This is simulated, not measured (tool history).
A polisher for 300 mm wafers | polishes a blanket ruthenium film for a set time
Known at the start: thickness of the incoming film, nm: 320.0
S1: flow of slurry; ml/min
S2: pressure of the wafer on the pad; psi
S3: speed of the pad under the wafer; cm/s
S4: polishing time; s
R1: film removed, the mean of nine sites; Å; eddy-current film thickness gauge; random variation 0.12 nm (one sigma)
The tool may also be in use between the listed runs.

run,hour,S1,S2,S3,S4,R1
1,0,280,1.3,76,50,207.91
2,4,250,1.3,76,50,204.33
3,6.1,250,1.2,76,50,190.49
4,8.4,250,1.2,76,52,197.69
5,16.9,250,1.1,76,52,181.2
6,23.1,250,1,76,52,163.79
7,24.8,250,0.9,76,52,150.31

Forecast run 8:
8,33,250,0.8,76,52,?

{"run 8": {"R1": 133.72}}

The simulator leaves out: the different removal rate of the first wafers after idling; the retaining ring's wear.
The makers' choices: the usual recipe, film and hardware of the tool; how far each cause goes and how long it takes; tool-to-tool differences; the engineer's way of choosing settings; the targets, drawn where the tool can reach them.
